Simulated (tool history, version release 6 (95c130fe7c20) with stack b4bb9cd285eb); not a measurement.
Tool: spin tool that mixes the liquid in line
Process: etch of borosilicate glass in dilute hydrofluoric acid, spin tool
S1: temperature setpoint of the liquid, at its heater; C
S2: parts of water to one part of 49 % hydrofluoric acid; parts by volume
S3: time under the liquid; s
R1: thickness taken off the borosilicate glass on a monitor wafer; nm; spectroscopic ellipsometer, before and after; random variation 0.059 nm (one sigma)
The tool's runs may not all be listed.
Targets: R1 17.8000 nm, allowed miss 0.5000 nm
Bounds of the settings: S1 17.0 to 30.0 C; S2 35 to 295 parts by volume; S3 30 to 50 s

run	hour	S1	S2	S3	R1
1	0.0	22.0	165	50	7.0762
2	2.5	22.0	130	50	9.1638
3	6.8	24.0	115	50	11.5750
4	11.0	24.0	160	50	7.8212
5	18.5	25.5	140	50	9.7340
6	19.3	26.5	125	50	11.5290
7	24.1	27.5	115	50	13.1320
8	27.1	28.0	110	50	14.0940
# hour 33.1: hydrofluoric acid flow meter replaced
9	33.1	28.5	105	50	14.1850
10	37.4	30.0	70	50	23.6050
11	41.8	30.0	70	50	23.6430
12	50.1	28.0	70	50	21.9710
13	57.2	26.5	70	50	20.8250
14	57.9	25.5	70	50	19.9120
15	64.0	24.5	70	50	19.0680

4 next moves are on the table. One of them brings every result within its allowed miss. Which?
A	70.1	23.5	65	50	?
B	70.1	22.5	70	50	?
C	70.1	27.5	75	50	?
D	70.1	27.0	45	30	?

move	R1
A	19.8540
B	17.5850
C	19.9250
D	20.3800
A: further off than the last run
B: meets every target
C: further off than the last run
D: further off than the last run
Answer: B
